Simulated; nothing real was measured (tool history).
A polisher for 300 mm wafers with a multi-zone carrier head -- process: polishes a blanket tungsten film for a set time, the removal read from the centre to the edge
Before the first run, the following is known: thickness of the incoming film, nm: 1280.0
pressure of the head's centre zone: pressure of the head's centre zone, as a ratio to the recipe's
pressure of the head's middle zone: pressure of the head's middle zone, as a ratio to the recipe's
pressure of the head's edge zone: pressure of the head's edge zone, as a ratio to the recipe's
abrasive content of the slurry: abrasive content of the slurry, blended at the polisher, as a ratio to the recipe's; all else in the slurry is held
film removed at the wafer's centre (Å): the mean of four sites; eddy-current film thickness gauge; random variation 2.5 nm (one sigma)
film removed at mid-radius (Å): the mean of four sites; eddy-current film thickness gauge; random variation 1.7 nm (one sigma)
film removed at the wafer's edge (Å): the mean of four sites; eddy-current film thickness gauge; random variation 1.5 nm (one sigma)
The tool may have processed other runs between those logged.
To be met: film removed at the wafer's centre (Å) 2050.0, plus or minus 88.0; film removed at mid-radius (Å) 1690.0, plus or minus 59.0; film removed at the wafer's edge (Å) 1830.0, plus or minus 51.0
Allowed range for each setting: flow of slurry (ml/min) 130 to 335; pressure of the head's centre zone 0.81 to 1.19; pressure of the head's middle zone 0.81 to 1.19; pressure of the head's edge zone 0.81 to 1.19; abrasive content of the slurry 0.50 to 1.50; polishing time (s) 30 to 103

run  hour  flow of slurry (ml/min)  pressure of the head's centre zone  pressure of the head's middle zone  pressure of the head's edge zone  abrasive content of the slurry  polishing time (s)  film removed at the wafer's centre (Å)  film removed at mid-radius (Å)  film removed at the wafer's edge (Å)
  1   0.0                      215                                1.00                                1.00                              1.00                            1.00                  66                                  3801.6                          3764.2                                3938.9
  2   7.8                      215                                0.94                                1.00                              1.00                            1.00                  66                                  3652.4                          3768.6                                3896.4
  3  13.2                      215                                0.94                                0.96                              1.00                            1.00                  66                                  3553.1                          3656.3                                3932.4
  4  17.1                      260                                0.94                                0.96                              1.00                            1.00                  66                                  3668.4                          3713.8                                3978.8
  5  23.6                      260                                0.88                                0.96                              1.00                            1.00                  66                                  3447.4                          3705.3                                4008.2
  6  32.0                      260                                0.88                                0.96                              1.00                            0.90                  66                                  3421.7                          3572.6                                3898.3
  7  37.6                      250                                0.92                                0.94                              0.95                            0.80                  56                                  2882.8                          2957.0                                3144.6
  8  42.5                      250                                0.97                                0.91                              0.92                            0.70                  49                                  2576.0                          2426.0                                2599.7
  9  50.8                      245                                0.99                                0.89                              0.89                            0.65                  46                                  2414.3                          2201.9                                2396.1
 10  56.3                      240                                1.01                                0.88                              0.87                            0.60                  43                                  2260.0                          1992.2                                2155.8
 11  58.7                      225                                1.02                                0.87                              0.85                            0.55                  43                                  2179.7                          1892.5                                2109.1
 12  59.9                      220                                1.04                                0.88                              0.84                            0.55                  42                                  2199.1                          1846.3                                2038.9
 13  63.8                      215                                1.05                                0.89                              0.83                            0.55                  41                                  2154.4                          1861.0                                1975.6
 14  65.8                      205                                1.06                                0.89                              0.82                            0.55                  41                                  2158.9                          1844.4                                1939.1
 15  73.0                      160                                1.06                                0.85                              0.81                            0.50                  40                                  1996.1                          1628.9                                1801.5

5 next moves are on the table. One of them brings every result within its allowed miss. Which?
  A  80.2                      195                                1.11                                0.92                              0.81                            0.55                  36                                       ?                               ?                                     ?
  B  80.2                      140                                1.16                                0.81                              0.85                            0.50                  39                                       ?                               ?                                     ?
  C  80.2                      140                                1.14                                0.81                              0.87                            0.55                  38                                       ?                               ?                                     ?
  D  80.2                      200                                1.10                                0.90                              0.89                            0.60                  37                                       ?                               ?                                     ?
  E  80.2                      180                                1.07                                0.95                              0.81                            0.50                  41                                       ?                               ?                                     ?

move  film removed at the wafer's centre (Å)  film removed at mid-radius (Å)  film removed at the wafer's edge (Å)
   A                                  1925.6                          1642.3                                1703.4
   B                                  2010.5                          1489.7                                1771.4
   C                                  1968.5                          1484.5                                1780.2
   D                                  2009.2                          1697.9                                1854.8
   E                                  2041.3                          1857.5                                1880.7
A: brings the last run's worst result on target, with another outside its allowed miss
B: the biggest miss grows against the last run
C: the biggest miss grows against the last run
D: hits every target within its allowed miss
E: takes the biggest miss from the last run beyond its target
So the answer is move D, the one that meets all the targets.
